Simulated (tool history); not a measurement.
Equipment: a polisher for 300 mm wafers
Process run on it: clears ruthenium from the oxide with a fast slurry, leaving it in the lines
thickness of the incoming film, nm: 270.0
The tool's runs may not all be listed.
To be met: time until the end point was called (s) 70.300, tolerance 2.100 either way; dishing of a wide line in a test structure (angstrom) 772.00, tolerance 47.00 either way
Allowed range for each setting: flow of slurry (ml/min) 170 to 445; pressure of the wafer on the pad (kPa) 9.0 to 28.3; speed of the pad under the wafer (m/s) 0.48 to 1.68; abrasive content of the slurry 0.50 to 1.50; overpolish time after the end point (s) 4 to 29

run    day  flow of slurry (ml/min)  pressure of the wafer on the pad (kPa)  speed of the pad under the wafer (m/s)  abrasive content of the slurry  overpolish time after the end point (s)  time until the end point was called (s)  dishing of a wide line in a test structure (angstrom)
  1  0.000                      285                                    18.6                                    1.08                            1.00                                       15                                   59.457                                                 602.84
  2  0.079                      285                                    18.6                                    1.32                            1.00                                       15                                   49.303                                                 724.13
  3  0.425                      285                                    17.2                                    1.32                            1.00                                       16                                   52.242                                                 706.67
  4  0.496                      340                                    17.2                                    1.32                            1.00                                       16                                   52.519                                                 718.45
  5  0.546                      305                                    17.2                                    1.32                            1.00                                       16                                   52.405                                                 699.91
  6  0.671                      305                                    15.9                                    1.32                            1.00                                       18                                   56.782                                                 745.07
  7  0.750                      305                                    15.2                                    1.32                            1.00                                       19                                   59.856                                                 729.76
  8  0.775                      305                                    14.5                                    1.32                            1.00                                       20                                   61.630                                                 732.78
  9  0.983                      305                                    13.8                                    1.32                            1.00                                       21                                   64.812                                                 729.17

Pick the move, out of 5, that brings all results within their allowed miss; only one does.
  A  1.192                      290                                    15.2                                    1.32                            1.05                                       18                                        ?                                                      ?
  B  1.192                      315                                    15.2                                    1.14                            0.95                                       20                                        ?                                                      ?
  C  1.192                      290                                    13.8                                    1.44                            0.95                                       18                                        ?                                                      ?
  D  1.192                      315                                    11.7                                    1.36                            0.95                                       22                                        ?                                                      ?
  E  1.192                      415                                    15.9                                    1.10                            0.90                                       24                                        ?                                                      ?

move  time until the end point was called (s)  dishing of a wide line in a test structure (angstrom)
   A                                   59.432                                                 698.55
   B                                   70.928                                                 658.79
   C                                   62.305                                                 672.09
   D                                   76.475                                                 669.75
   E                                   70.614                                                 766.33
A: moves away from the targets compared with the last run
B: brings the last run's worst result on target, with another outside its allowed miss
C: moves away from the targets compared with the last run
D: the result that was furthest off in the last run now lies on the other side of its target
E: in spec on every target
E is the move that brings every result within its allowed miss.
